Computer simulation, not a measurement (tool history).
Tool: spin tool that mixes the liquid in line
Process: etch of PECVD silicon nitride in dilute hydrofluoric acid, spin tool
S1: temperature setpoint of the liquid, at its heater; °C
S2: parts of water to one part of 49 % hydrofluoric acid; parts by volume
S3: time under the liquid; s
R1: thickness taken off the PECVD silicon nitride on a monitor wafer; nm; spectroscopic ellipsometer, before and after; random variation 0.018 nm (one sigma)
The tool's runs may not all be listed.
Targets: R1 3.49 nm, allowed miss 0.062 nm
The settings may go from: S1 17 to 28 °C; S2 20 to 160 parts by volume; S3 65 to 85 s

| run | day | S1 | S2 | S3 | R1 |
|---|---|---|---|---|---|
| 1 | 0 | 20 | 90 | 85 | 2.9026 |
| 2 | 0.233 | 18.5 | 90 | 85 | 2.6042 |
| 3 | 0.462 | 18.5 | 65 | 85 | 3.5937 |
| 4 | 0.529 | 18.5 | 65 | 85 | 3.5729 |
| 5 | 0.683 | 18.5 | 65 | 85 | 3.5827 |
| 6 | 1.033 | 18.5 | 65 | 65 | 2.7505 |
| 7 | 1.125 | 19 | 65 | 65 | 2.8283 |
| 8 | 1.475 | 23 | 65 | 65 | 3.7257 |
| 9 | 1.712 | 22.5 | 65 | 65 | 3.6161 |

Which of these 4 next moves meets every target?
| A | 1.95 | 21 | 65 | 70 | ? |
| B | 1.95 | 23.5 | 90 | 85 | ? |
| C | 1.95 | 17.5 | 60 | 80 | ? |
| D | 1.95 | 20.5 | 75 | 80 | ? |

| move | R1 |
|---|---|
| A | 3.516 |
| B | 3.6733 |
| C | 3.4058 |
| D | 3.3764 |
A: meets every target
B: further off than the last run
C: takes the result that was furthest off past its target
D: takes the result that was furthest off past its target
Move A is the one to make.
